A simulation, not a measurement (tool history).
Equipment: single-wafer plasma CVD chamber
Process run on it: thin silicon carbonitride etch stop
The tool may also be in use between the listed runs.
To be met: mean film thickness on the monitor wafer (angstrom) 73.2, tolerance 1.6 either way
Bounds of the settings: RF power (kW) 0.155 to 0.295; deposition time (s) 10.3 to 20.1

run,day,RF power (kW),deposition time (s),mean film thickness on the monitor wafer (angstrom)
1,0,0.225,15.2,82.395
2,0.175,0.215,14.9,80.014
3,0.542,0.235,14.9,82.241
4,0.912,0.22,14.7,80.166
5,1.133,0.22,15.8,85.861
6,1.458,0.235,15.8,87.623
7,1.717,0.22,15.3,82.547
8,1.9,0.205,15,78.496
# day 2.104: thermocouple changed; heater temperature recalibrated
9,2.104,0.195,14.9,77.991
10,2.267,0.19,14.7,75.328
11,2.529,0.185,14.7,73.985

Pick the move, out of 4, that brings all results within their allowed miss; only one does.
A,2.792,0.17,15.6,?
B,2.792,0.185,15.1,?
C,2.792,0.185,13.7,?
D,2.792,0.19,14.3,?

move,mean film thickness on the monitor wafer (angstrom)
A,77.777
B,77.408
C,70.231
D,73.95
A: the biggest miss grows against the last run
B: the biggest miss grows against the last run
C: moves the result that the last run missed by most past its target, out the other side
D: in spec on every target
The right move is D.
